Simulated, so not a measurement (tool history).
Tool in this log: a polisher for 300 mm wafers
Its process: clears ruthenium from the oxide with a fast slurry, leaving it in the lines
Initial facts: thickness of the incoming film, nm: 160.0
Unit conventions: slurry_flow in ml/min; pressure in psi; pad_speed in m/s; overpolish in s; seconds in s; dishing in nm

{"run": 1, "hour": 0.0, "slurry_flow": 215, "pressure": 3.4, "pad_speed": 0.78, "slurry_solids": 1, "overpolish": 20, "seconds": 50.999, "dishing": 49.288}
{"run": 2, "hour": 2.5, "slurry_flow": 215, "pressure": 3.4, "pad_speed": 0.88, "slurry_solids": 1, "overpolish": 20, "seconds": 45.449, "dishing": 53.995}
{"run": 3, "hour": 9.6, "slurry_flow": 245, "pressure": 3.4, "pad_speed": 0.88, "slurry_solids": 1, "overpolish": 20, "seconds": 44.901, "dishing": 53.964}
{"run": 4, "hour": 15.8, "slurry_flow": 245, "pressure": 3.4, "pad_speed": 0.98, "slurry_solids": 1, "overpolish": 20, "seconds": 40.805, "dishing": 58.362}
{"run": 5, "hour": 17.2, "slurry_flow": 245, "pressure": 3.4, "pad_speed": 0.98, "slurry_solids": 0.8, "overpolish": 20, "seconds": 43.609, "dishing": 55.447}
{"run": 6, "hour": 23.7, "slurry_flow": 245, "pressure": 3.4, "pad_speed": 0.98, "slurry_solids": 0.8, "overpolish": 27, "seconds": 44.382, "dishing": 68.965}
{"run": 7, "hour": 27.2, "slurry_flow": 265, "pressure": 3.4, "pad_speed": 0.98, "slurry_solids": 0.75, "overpolish": 22, "seconds": 45.682, "dishing": 57.388}
{"run": 8, "hour": 29.4, "slurry_flow": 235, "pressure": 3.4, "pad_speed": 0.98, "slurry_solids": 0.75, "overpolish": 18, "seconds": 45.933, "dishing": 49.958}
{"run": 9, "hour": 37.3, "slurry_flow": 260, "pressure": 3.3, "pad_speed": 0.98, "slurry_solids": 0.75, "overpolish": 15, "seconds": 47.21, "dishing": 42.409}

Forecast run 10:
{"run": 10, "hour": 45.8, "slurry_flow": 275, "pressure": 3.3, "pad_speed": 0.98, "slurry_solids": 0.75, "overpolish": 13, "seconds": "?", "dishing": "?"}

Run 10 gave seconds 46.601 s, dishing 36.809 nm.
